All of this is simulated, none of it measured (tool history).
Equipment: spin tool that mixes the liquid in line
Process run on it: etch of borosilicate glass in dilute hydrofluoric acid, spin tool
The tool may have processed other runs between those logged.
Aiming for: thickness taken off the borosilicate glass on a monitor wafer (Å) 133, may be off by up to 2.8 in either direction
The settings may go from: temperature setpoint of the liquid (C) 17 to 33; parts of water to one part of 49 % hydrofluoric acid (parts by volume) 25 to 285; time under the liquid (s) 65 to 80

| run | hour | temperature setpoint of the liquid (C) | parts of water to one part of 49 % hydrofluoric acid (parts by volume) | time under the liquid (s) | thickness taken off the borosilicate glass on a monitor wafer (Å) |
|---|---|---|---|---|---|
| 1 | 0 | 25 | 155 | 80 | 252.3 |
| 2 | 7.4 | 27.5 | 155 | 80 | 277.51 |
| 3 | 10.8 | 25.5 | 165 | 80 | 238.3 |
| 4 | 15.7 | 25.5 | 220 | 80 | 169.72 |
| 5 | 20.2 | 25.5 | 185 | 80 | 211.12 |
|  | 22.8 | hydrofluoric acid flow meter replaced |
| 6 | 22.8 | 23.5 | 190 | 80 | 210.3 |
| 7 | 29.6 | 23.5 | 205 | 80 | 190.88 |
| 8 | 32.6 | 23.5 | 220 | 80 | 174.71 |
| 9 | 35.9 | 23.5 | 230 | 80 | 165.77 |
| 10 | 44.4 | 23.5 | 240 | 80 | 156.81 |
| 11 | 49 | 19.5 | 240 | 80 | 137.54 |

Pick the move, out of 4, that brings all results within their allowed miss; only one does.
| A | 53.6 | 19 | 225 | 80 | ? |
| B | 53.6 | 18.5 | 245 | 80 | ? |
| C | 53.6 | 21 | 225 | 65 | ? |
| D | 53.6 | 17 | 190 | 65 | ? |

| move | thickness taken off the borosilicate glass on a monitor wafer (Å) |
|---|---|
| A | 143.6 |
| B | 127.01 |
| C | 125.9 |
| D | 131.95 |
A: lands further from the targets than the last run did
B: moves the result that the last run missed by most past its target, out the other side
C: moves the result that the last run missed by most past its target, out the other side
D: meets every target
The right move is D.
